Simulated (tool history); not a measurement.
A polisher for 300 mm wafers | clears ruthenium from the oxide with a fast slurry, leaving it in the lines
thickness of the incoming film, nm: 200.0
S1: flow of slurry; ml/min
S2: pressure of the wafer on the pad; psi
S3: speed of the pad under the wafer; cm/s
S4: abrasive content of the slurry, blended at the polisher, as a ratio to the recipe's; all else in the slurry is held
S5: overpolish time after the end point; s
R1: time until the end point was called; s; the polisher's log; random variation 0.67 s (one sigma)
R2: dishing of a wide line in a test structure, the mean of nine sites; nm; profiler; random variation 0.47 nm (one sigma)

Run 1, day 0: S1 295 ml/min, S2 3 psi, S3 128 cm/s, S4 1, S5 14 s. Result: R1 35.072 s, R2 47.035 nm.
Run 2, day 0.225: S1 295 ml/min, S2 3 psi, S3 128 cm/s, S4 1, S5 17 s. Result: R1 33.517 s, R2 53.62 nm.
Run 3, day 0.433: S1 295 ml/min, S2 2.5 psi, S3 128 cm/s, S4 1, S5 17 s. Result: R1 40.907 s, R2 47.805 nm.
Run 4, day 0.521: S1 295 ml/min, S2 2.5 psi, S3 128 cm/s, S4 1, S5 15 s. Result: R1 41.103 s, R2 46.785 nm.
Run 5, day 0.833: S1 295 ml/min, S2 2.7 psi, S3 120 cm/s, S4 1, S5 14 s. Result: R1 40.356 s, R2 44.014 nm.
Run 6, day 0.912: S1 295 ml/min, S2 2.8 psi, S3 116 cm/s, S4 0.95, S5 13 s. Result: R1 41.841 s, R2 40.778 nm.
Run 7, day 1.021: S1 295 ml/min, S2 2.9 psi, S3 112 cm/s, S4 0.95, S5 12 s. Result: R1 42.26 s, R2 36.935 nm.
Run 8, day 1.117: S1 295 ml/min, S2 3 psi, S3 110 cm/s, S4 0.95, S5 11 s. Result: R1 41.905 s, R2 35.271 nm.

The next listed run, before its measurement:
Run 9, day 1.2: S1 295 ml/min, S2 3.1 psi, S3 108 cm/s, S4 0.95, S5 10 s. Result: R1 ?, R2 ?.

Run 9 gave R1 40.24 s, R2 32.628 nm.
